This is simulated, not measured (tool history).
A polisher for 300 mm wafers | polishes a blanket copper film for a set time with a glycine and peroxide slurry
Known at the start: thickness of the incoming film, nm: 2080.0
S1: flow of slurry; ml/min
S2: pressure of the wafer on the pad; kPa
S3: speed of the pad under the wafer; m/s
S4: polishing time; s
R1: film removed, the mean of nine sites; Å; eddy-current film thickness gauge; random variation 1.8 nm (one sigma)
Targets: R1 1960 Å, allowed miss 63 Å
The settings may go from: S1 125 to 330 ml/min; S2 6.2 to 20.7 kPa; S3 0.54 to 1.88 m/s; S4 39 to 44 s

run	hour	S1	S2	S3	S4	R1
1	0	210	13.1	1.2	44	2458.2
2	2.8	210	15.9	1.2	44	2869.8
3	11.3	210	15.2	1.2	44	2770.6
4	12.3	210	15.2	1.2	44	2707.1
5	16.4	210	15.2	1.2	44	2741.3
6	22.5	210	15.2	1.3	44	2942.8
7	23.6	210	14.5	1.3	44	2793.9
8	25.9	200	10.3	1.28	44	2069.6
9	29.6	195	10.3	1.28	44	2084.5
10	37.9	190	10.3	1.28	44	2071.5
11	46.3	185	10.3	1.28	44	2068.3

Which of these 4 next moves meets every target?
A	54.7	140	11	1.4	42	?
B	54.7	155	9	1.44	44	?
C	54.7	210	12.4	1.1	41	?
D	54.7	210	9.7	1.4	44	?

move	R1
A	2102
B	1936.1
C	2049.5
D	2089
A: further off than the last run
B: meets every target
C: nearer than the last run, and not there yet
D: further off than the last run
The right move is B.
